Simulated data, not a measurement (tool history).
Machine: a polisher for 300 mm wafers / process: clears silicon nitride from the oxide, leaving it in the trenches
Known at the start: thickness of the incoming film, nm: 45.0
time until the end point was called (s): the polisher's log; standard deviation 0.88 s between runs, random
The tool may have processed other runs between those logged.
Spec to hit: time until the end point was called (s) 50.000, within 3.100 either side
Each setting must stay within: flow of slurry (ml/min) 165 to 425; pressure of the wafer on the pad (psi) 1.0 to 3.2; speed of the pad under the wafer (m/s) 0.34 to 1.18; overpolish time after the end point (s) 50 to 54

run,day,flow of slurry (ml/min),pressure of the wafer on the pad (psi),speed of the pad under the wafer (m/s),overpolish time after the end point (s),time until the end point was called (s)
1,0.000,275,2.1,0.76,50,81.344
2,0.200,320,2.1,0.76,50,77.213
3,0.492,275,2.1,0.76,50,81.117
4,0.812,280,2.3,0.76,50,76.184
5,1.062,280,2.3,0.86,50,65.179
6,1.400,285,2.4,0.86,50,64.474
7,1.438,285,2.5,0.86,50,60.424
8,1.688,290,2.6,0.86,50,56.874
9,1.842,295,2.6,0.86,50,58.412
10,2.171,295,2.6,0.86,50,58.254
11,2.233,295,2.7,0.86,50,58.382
12,2.371,295,2.8,0.86,50,53.757

Which of these 4 next moves meets every target?
A,2.508,285,2.9,1.06,52,?
B,2.508,275,2.7,0.84,54,?
C,2.508,305,2.9,0.88,54,?
D,2.508,340,2.7,0.80,50,?

move,time until the end point was called (s)
A,41.965
B,55.892
C,49.571
D,57.540
A: the result that was furthest off in the last run now lies on the other side of its target
B: its largest miss is bigger than the last run's
C: in spec on every target
D: its largest miss is bigger than the last run's
C meets every target.

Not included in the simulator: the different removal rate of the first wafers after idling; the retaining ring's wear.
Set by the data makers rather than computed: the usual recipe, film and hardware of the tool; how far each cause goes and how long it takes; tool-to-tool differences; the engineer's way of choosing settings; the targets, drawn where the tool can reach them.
